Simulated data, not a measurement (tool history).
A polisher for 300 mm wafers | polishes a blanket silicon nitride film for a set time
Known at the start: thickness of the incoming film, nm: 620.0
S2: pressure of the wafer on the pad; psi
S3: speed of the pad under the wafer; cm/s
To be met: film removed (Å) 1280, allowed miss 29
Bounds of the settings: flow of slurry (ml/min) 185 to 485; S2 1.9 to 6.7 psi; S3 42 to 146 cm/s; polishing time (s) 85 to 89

{"run": 1, "hour": 0.0, "flow of slurry (ml/min)": 310, "S2": 4.3, "S3": 94, "polishing time (s)": 85, "film removed (Å)": 1647.8}
{"run": 2, "hour": 4.0, "flow of slurry (ml/min)": 310, "S2": 3.9, "S3": 94, "polishing time (s)": 85, "film removed (Å)": 1503.3}
{"run": 3, "hour": 7.7, "flow of slurry (ml/min)": 310, "S2": 3.9, "S3": 94, "polishing time (s)": 85, "film removed (Å)": 1486.8}
{"run": 4, "hour": 15.0, "flow of slurry (ml/min)": 310, "S2": 3.9, "S3": 94, "polishing time (s)": 89, "film removed (Å)": 1571}
{"run": 5, "hour": 23.3, "flow of slurry (ml/min)": 310, "S2": 3.5, "S3": 94, "polishing time (s)": 89, "film removed (Å)": 1425.6}
{"run": 6, "hour": 29.1, "flow of slurry (ml/min)": 305, "S2": 3.4, "S3": 94, "polishing time (s)": 89, "film removed (Å)": 1380.5}
{"run": 7, "hour": 34.6, "flow of slurry (ml/min)": 295, "S2": 3.3, "S3": 94, "polishing time (s)": 89, "film removed (Å)": 1323.2}
{"run": 8, "hour": 38.8, "flow of slurry (ml/min)": 285, "S2": 3.3, "S3": 94, "polishing time (s)": 89, "film removed (Å)": 1338.1}
{"run": 9, "hour": 40.5, "flow of slurry (ml/min)": 280, "S2": 3.3, "S3": 94, "polishing time (s)": 89, "film removed (Å)": 1320.8}

5 next moves are on the table. One of them brings every result within its allowed miss. Which?
{"run": "A", "hour": 42.2, "flow of slurry (ml/min)": 250, "S2": 3, "S3": 110, "polishing time (s)": 89, "film removed (Å)": "?"}
{"run": "B", "hour": 42.2, "flow of slurry (ml/min)": 345, "S2": 3.3, "S3": 92, "polishing time (s)": 85, "film removed (Å)": "?"}
{"run": "C", "hour": 42.2, "flow of slurry (ml/min)": 335, "S2": 3.5, "S3": 90, "polishing time (s)": 89, "film removed (Å)": "?"}
{"run": "D", "hour": 42.2, "flow of slurry (ml/min)": 290, "S2": 3.6, "S3": 90, "polishing time (s)": 89, "film removed (Å)": "?"}
{"run": "E", "hour": 42.2, "flow of slurry (ml/min)": 205, "S2": 3.4, "S3": 84, "polishing time (s)": 89, "film removed (Å)": "?"}

move=A film_removed_(Å)=1353
move=B film_removed_(Å)=1288.2
move=C film_removed_(Å)=1402.3
move=D film_removed_(Å)=1422
move=E film_removed_(Å)=1230.9
A: further off than the last run
B: meets every target
C: further off than the last run
D: further off than the last run
E: takes the result that was furthest off past its target
The right move is B.
